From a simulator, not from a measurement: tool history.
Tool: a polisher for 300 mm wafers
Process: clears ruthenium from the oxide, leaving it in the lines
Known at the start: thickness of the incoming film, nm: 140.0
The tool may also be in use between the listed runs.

| run | hour | flow of slurry (ml/min) | pressure of the wafer on the pad (psi) | speed of the pad under the wafer (m/s) | overpolish time after the end point (s) | time until the end point was called (s) |
|---|---|---|---|---|---|---|
| 1 | 0 | 300 | 2.3 | 0.84 | 41 | 126.95 |
| 2 | 6.5 | 300 | 2.3 | 0.72 | 41 | 142.49 |
| 3 | 7.3 | 300 | 2.3 | 0.72 | 41 | 151.86 |
| 4 | 10.7 | 300 | 2.3 | 0.72 | 44 | 145.7 |
| 5 | 12.5 | 300 | 2.5 | 0.74 | 44 | 133.79 |
| 6 | 19.2 | 300 | 2.7 | 0.76 | 44 | 118.5 |

Expected results for the next run?
| 7 | 22.6 | 300 | 2.8 | 0.76 | 44 | ? |

Run 7 measured time until the end point was called (s) 114.05.
